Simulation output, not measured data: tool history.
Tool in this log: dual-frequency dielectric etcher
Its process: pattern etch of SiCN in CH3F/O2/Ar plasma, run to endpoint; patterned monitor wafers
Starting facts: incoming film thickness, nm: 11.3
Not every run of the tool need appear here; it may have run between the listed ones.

| run | hour | source power (kW) | bias power (kW) | endpoint time (s) |
|---|---|---|---|---|
| 1 | 0.0 | 0.490 | 0.094 | 27.192 |
| 2 | 2.4 | 0.490 | 0.103 | 26.085 |
| 3 | 10.9 | 0.490 | 0.090 | 27.592 |
| 4 | 17.5 | 0.410 | 0.090 | 29.732 |
| 5 | 23.0 | 0.410 | 0.105 | 27.844 |
| 6 | 29.3 | 0.450 | 0.107 | 26.358 |
| 7 | 32.6 | 0.450 | 0.107 | 26.509 |

Run 8 comes next. What will it give?
| 8 | 38.4 | 0.480 | 0.108 | ? |

endpoint time (s): 25.737

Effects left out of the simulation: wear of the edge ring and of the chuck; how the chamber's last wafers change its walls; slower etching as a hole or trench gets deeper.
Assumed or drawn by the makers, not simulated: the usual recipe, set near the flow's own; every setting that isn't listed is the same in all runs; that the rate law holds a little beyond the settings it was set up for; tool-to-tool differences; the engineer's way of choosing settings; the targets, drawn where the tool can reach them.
